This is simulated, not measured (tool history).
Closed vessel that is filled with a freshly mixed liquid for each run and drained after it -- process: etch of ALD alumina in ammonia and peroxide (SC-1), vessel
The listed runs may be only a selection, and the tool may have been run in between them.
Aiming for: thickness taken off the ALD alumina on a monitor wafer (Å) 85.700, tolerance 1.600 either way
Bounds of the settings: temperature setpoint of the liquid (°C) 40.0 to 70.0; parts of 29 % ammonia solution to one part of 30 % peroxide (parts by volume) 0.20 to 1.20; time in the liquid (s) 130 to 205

| run | hour | temperature setpoint of the liquid (°C) | parts of 29 % ammonia solution to one part of 30 % peroxide (parts by volume) | time in the liquid (s) | thickness taken off the ALD alumina on a monitor wafer (Å) |
|---|---|---|---|---|---|
| 1 | 0.0 | 56.0 | 0.70 | 205 | 139.340 |
| 2 | 3.9 | 53.5 | 0.70 | 205 | 121.280 |
| 3 | 6.9 | 52.0 | 0.70 | 205 | 111.750 |
| 4 | 12.7 | 58.5 | 0.70 | 205 | 158.330 |
| 5 | 20.4 | 63.0 | 0.70 | 205 | 198.510 |
| 6 | 22.9 | 70.0 | 0.70 | 205 | 280.320 |
| 7 | 31.1 | 64.0 | 0.70 | 205 | 206.270 |
| 8 | 38.1 | 59.5 | 0.70 | 205 | 164.330 |
| 9 | 43.7 | 56.0 | 0.70 | 205 | 138.180 |
| 10 | 46.2 | 53.5 | 0.70 | 205 | 121.210 |
| 11 | 52.5 | 52.0 | 0.70 | 205 | 110.920 |
| 12 | 54.5 | 51.0 | 0.70 | 205 | 105.380 |
| 13 | 55.5 | 46.5 | 0.70 | 205 | 82.610 |

Below are 5 possible settings for the next run. Only one of them brings all results inside the allowed miss of their targets. Which is it?
| A | 56.5 | 45.5 | 0.95 | 205 | ? |
| B | 56.5 | 45.0 | 0.95 | 205 | ? |
| C | 56.5 | 46.0 | 0.60 | 205 | ? |
| D | 56.5 | 46.0 | 0.70 | 205 | ? |
| E | 56.5 | 47.0 | 0.75 | 205 | ? |

| move | thickness taken off the ALD alumina on a monitor wafer (Å) |
|---|---|
| A | 80.539 |
| B | 78.283 |
| C | 79.303 |
| D | 80.476 |
| E | 85.702 |
A: moves away from the targets compared with the last run
B: moves away from the targets compared with the last run
C: moves away from the targets compared with the last run
D: moves away from the targets compared with the last run
E: meets every target
The move that meets every target is E.

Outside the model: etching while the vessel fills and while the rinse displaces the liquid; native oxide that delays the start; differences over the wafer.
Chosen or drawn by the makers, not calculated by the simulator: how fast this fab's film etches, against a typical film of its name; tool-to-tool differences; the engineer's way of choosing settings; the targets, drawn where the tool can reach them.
